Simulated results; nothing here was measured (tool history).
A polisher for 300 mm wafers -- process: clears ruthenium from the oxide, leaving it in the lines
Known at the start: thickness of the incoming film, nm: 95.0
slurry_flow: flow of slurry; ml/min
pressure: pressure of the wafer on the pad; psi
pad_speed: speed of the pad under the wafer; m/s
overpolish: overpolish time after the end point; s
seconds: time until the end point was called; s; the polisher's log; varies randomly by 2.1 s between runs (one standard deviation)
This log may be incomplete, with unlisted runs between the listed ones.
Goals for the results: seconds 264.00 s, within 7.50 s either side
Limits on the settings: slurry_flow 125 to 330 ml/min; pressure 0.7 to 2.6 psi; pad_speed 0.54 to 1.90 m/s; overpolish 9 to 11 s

{"run": 1, "day": 0.0, "slurry_flow": 210, "pressure": 1.6, "pad_speed": 1.22, "overpolish": 11, "seconds": 106.33}
{"run": 2, "day": 0.138, "slurry_flow": 200, "pressure": 1.3, "pad_speed": 1.08, "overpolish": 11, "seconds": 142.68}
{"run": 3, "day": 0.492, "slurry_flow": 200, "pressure": 1.3, "pad_speed": 1.32, "overpolish": 11, "seconds": 115.31}
{"run": 4, "day": 0.596, "slurry_flow": 195, "pressure": 1.1, "pad_speed": 1.14, "overpolish": 11, "seconds": 151.91}
{"run": 5, "day": 0.683, "slurry_flow": 195, "pressure": 1.3, "pad_speed": 1.14, "overpolish": 11, "seconds": 132.78}
{"run": 6, "day": 0.938, "slurry_flow": 195, "pressure": 1.1, "pad_speed": 1.14, "overpolish": 11, "seconds": 153.34}
{"run": 7, "day": 1.183, "slurry_flow": 175, "pressure": 0.7, "pad_speed": 0.8, "overpolish": 11, "seconds": 301.54}
{"run": 8, "day": 1.496, "slurry_flow": 195, "pressure": 0.7, "pad_speed": 0.8, "overpolish": 11, "seconds": 300.93}
{"run": 9, "day": 1.562, "slurry_flow": 195, "pressure": 0.8, "pad_speed": 0.8, "overpolish": 11, "seconds": 275.26}

5 candidate next runs follow, results not yet known. Just one meets every target within its allowed miss. Identify it.
{"run": "A", "day": 1.629, "slurry_flow": 190, "pressure": 0.8, "pad_speed": 0.76, "overpolish": 11, "seconds": "?"}
{"run": "B", "day": 1.629, "slurry_flow": 225, "pressure": 0.7, "pad_speed": 0.82, "overpolish": 9, "seconds": "?"}
{"run": "C", "day": 1.629, "slurry_flow": 225, "pressure": 0.7, "pad_speed": 0.76, "overpolish": 9, "seconds": "?"}
{"run": "D", "day": 1.629, "slurry_flow": 220, "pressure": 0.8, "pad_speed": 0.82, "overpolish": 11, "seconds": "?"}
{"run": "E", "day": 1.629, "slurry_flow": 195, "pressure": 0.7, "pad_speed": 0.84, "overpolish": 11, "seconds": "?"}

move=A seconds=285.22
move=B seconds=287.12
move=C seconds=308.71
move=D seconds=262.34
move=E seconds=283.62
A: its largest miss is bigger than the last run's
B: its largest miss is bigger than the last run's
C: its largest miss is bigger than the last run's
D: meets every target
E: its largest miss is bigger than the last run's
So the answer is move D, the one that meets all the targets.
